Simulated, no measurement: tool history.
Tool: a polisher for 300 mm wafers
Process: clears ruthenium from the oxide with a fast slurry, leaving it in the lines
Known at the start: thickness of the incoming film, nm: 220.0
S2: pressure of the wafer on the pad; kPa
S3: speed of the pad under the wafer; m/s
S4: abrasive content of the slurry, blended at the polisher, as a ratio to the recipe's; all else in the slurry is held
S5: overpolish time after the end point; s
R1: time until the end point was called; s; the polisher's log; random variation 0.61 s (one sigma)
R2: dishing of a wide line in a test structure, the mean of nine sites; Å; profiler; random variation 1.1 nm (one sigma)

run 1 day=0.000 | flow_of_slurry_(ml/min)=190 S2=23.4 S3=0.78 S4=1.00 S5=14 | R1=69.962 R2=435.83
run 2 day=0.158 | flow_of_slurry_(ml/min)=190 S2=23.4 S3=0.78 S4=0.85 S5=14 | R1=73.915 R2=413.49
run 3 day=0.467 | flow_of_slurry_(ml/min)=190 S2=23.4 S3=0.78 S4=0.85 S5=18 | R1=74.838 R2=510.87
run 4 day=0.654 | flow_of_slurry_(ml/min)=190 S2=23.4 S3=0.78 S4=0.85 S5=21 | R1=74.704 R2=586.18
run 5 day=1.021 | flow_of_slurry_(ml/min)=190 S2=23.4 S3=0.60 S4=0.85 S5=21 | R1=95.773 R2=463.95
run 6 day=1.183 | flow_of_slurry_(ml/min)=190 S2=23.4 S3=0.60 S4=0.85 S5=26 | R1=95.510 R2=566.96
run 7 day=1.333 | flow_of_slurry_(ml/min)=200 S2=25.5 S3=0.60 S4=0.85 S5=25 | R1=87.666 R2=580.50
run 8 day=1.700 | flow_of_slurry_(ml/min)=200 S2=26.9 S3=0.60 S4=0.85 S5=25 | R1=82.840 R2=616.42
run 9 day=2.062 | flow_of_slurry_(ml/min)=205 S2=28.3 S3=0.60 S4=0.85 S5=25 | R1=78.181 R2=662.89
run 10 day=2.371 | flow_of_slurry_(ml/min)=210 S2=29.0 S3=0.60 S4=0.85 S5=24 | R1=77.121 R2=647.61
run 11 day=2.629 | flow_of_slurry_(ml/min)=210 S2=29.6 S3=0.60 S4=0.85 S5=24 | R1=75.100 R2=643.99

Run 12 comes next. What will it give?
run 12 day=2.771 | flow_of_slurry_(ml/min)=210 S2=29.6 S3=0.60 S4=0.85 S5=24 | R1=? R2=?

R1: 75.652 s
R2: 644.12 Å
